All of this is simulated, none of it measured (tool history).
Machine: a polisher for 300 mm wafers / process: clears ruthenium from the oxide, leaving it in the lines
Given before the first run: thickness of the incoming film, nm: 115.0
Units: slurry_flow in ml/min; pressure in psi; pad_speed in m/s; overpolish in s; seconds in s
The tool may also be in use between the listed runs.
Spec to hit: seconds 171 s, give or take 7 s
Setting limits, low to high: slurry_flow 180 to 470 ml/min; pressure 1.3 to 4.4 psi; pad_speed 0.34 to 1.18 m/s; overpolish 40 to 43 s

run  hour  slurry_flow  pressure  pad_speed  overpolish  seconds
  1     0          300       2.8       0.76          40   122.65
  2   6.9          300       3.4       0.76          40   107.23
  3  15.5          300       3.4       0.62          40   130.32
  4  21.9          300       3.4       0.44          40   181.89
     26.5  -- worn pad replaced by a new one
  5  26.5          300       3.4       0.34          40   211.77
  6  31.1          375       3.4       0.34          40   209.45
  7  38.1          375       3.5       0.34          40   206.41
  8  43.9          375       3.6       0.34          40   207.98
  9  49.2          375       3.7       0.34          40   197.67
 10  54.1          375       3.8       0.34          40      197
 11  55.3          375       4.3       0.34          40   181.18

Which of these 4 next moves meets every target?
  A  56.5          370       3.9       0.36          40        ?
  B  56.5          390       3.5       0.34          43        ?
  C  56.5          390       4.4        0.4          43        ?
  D  56.5          330       4.4       0.36          43        ?

move  seconds
   A   183.21
   B   206.67
   C   152.78
   D   169.68
A: the biggest miss grows against the last run
B: the biggest miss grows against the last run
C: moves the result that the last run missed by most past its target, out the other side
D: all results land within tolerance of their targets
Move D is the one to make.
